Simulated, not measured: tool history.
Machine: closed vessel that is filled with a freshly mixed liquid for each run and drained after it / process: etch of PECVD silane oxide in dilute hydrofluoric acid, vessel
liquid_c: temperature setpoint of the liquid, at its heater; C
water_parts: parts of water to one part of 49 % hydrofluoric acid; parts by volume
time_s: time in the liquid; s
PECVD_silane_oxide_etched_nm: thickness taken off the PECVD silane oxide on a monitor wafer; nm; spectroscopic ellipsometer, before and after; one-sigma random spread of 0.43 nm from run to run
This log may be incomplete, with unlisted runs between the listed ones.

{"run": 1, "hour": 0.0, "liquid_c": 24, "water_parts": 70, "time_s": 90, "PECVD_silane_oxide_etched_nm": 64.362}
{"run": 2, "hour": 5.1, "liquid_c": 22, "water_parts": 70, "time_s": 90, "PECVD_silane_oxide_etched_nm": 58.068}
{"run": 3, "hour": 8.3, "liquid_c": 22, "water_parts": 70, "time_s": 90, "PECVD_silane_oxide_etched_nm": 59.849}
{"run": 4, "hour": 11.2, "liquid_c": 22, "water_parts": 70, "time_s": 90, "PECVD_silane_oxide_etched_nm": 59.198}
{"run": 5, "hour": 14.0, "liquid_c": 22, "water_parts": 70, "time_s": 90, "PECVD_silane_oxide_etched_nm": 60.253}
{"run": 6, "hour": 17.6, "liquid_c": 22, "water_parts": 50, "time_s": 90, "PECVD_silane_oxide_etched_nm": 85.21}
{"run": 7, "hour": 18.4, "liquid_c": 20.5, "water_parts": 55, "time_s": 90, "PECVD_silane_oxide_etched_nm": 71.92}
{"run": 8, "hour": 23.8, "liquid_c": 19.5, "water_parts": 60, "time_s": 90, "PECVD_silane_oxide_etched_nm": 62.101}

The next listed run, before its measurement:
{"run": 9, "hour": 28.8, "liquid_c": 19, "water_parts": 65, "time_s": 90, "PECVD_silane_oxide_etched_nm": "?"}

For run 9 the tool returned PECVD_silane_oxide_etched_nm 56.832 nm.
